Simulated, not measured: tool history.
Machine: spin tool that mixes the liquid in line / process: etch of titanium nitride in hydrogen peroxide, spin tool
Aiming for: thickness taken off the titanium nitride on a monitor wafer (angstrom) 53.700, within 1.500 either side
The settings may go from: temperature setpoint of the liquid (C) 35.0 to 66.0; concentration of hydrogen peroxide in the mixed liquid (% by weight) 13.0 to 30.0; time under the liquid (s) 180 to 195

run,day,temperature setpoint of the liquid (C),concentration of hydrogen peroxide in the mixed liquid (% by weight),time under the liquid (s),thickness taken off the titanium nitride on a monitor wafer (angstrom)
1,0.000,51.0,26.0,180,132.280
2,0.225,57.0,26.0,180,200.110
3,0.308,64.0,26.0,180,326.780
4,0.417,66.0,26.0,180,372.080
5,0.742,66.0,26.0,180,371.280
6,0.950,66.0,30.0,180,378.070
7,1.121,59.0,30.0,180,237.490
8,1.250,53.5,30.0,180,164.520
9,1.542,49.5,30.0,180,120.930
10,1.879,46.5,30.0,180,98.844

Below are 4 possible settings for the next run. Only one of them brings all results inside the allowed miss of their targets. Which is it?
A,2.217,39.5,30.0,180,?
B,2.217,38.5,29.5,180,?
C,2.217,58.5,30.0,195,?
D,2.217,39.5,29.0,180,?

move,thickness taken off the titanium nitride on a monitor wafer (angstrom)
A,57.913
B,53.399
C,249.920
D,57.479
A: nearer than the last run, and not there yet
B: all results land within tolerance of their targets
C: lands further from the targets than the last run did
D: nearer than the last run, and not there yet
The move that meets every target is B.
